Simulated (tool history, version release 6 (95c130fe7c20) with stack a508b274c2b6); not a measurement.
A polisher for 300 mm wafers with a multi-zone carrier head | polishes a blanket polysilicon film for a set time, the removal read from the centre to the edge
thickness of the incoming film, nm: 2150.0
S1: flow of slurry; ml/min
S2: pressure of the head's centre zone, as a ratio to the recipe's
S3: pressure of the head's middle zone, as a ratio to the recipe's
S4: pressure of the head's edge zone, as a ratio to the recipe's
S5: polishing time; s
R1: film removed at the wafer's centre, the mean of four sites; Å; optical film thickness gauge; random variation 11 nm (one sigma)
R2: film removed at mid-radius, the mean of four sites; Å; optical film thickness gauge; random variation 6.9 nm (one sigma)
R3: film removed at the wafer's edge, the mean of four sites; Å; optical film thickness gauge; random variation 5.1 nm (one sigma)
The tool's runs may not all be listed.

run  hour   S1    S2    S3    S4  S5      R1      R2      R3
  1     0  230     1     1     1  50    6171  5816.2    5989
  2   8.5  250  1.06     1  1.04  52  6970.2  6265.7  6393.4
  3  17.5  250  1.06     1  1.07  52  6840.9  6210.8  6511.2
  4  20.5  265   1.1  0.98  1.08  54  7419.4    6313  6732.7
  5  23.5  285   1.1  0.98  1.08  54  7498.1  6369.4  6857.7
  6  32.2  285   1.1  1.03  1.08  54  7524.4  6599.4  6874.9
  7  39.3  295  1.13  1.02  1.08  55  7759.4  6591.6  6925.7
  8  46.8  310  1.19  0.97  1.04  62  9484.4  7190.9  7808.2

Forecast run 9:
  9  53.7  305  1.18  0.96  1.03  62   ?   ?   ?

R1: 9324.7 Å
R2: 7180.4 Å
R3: 7717.8 Å
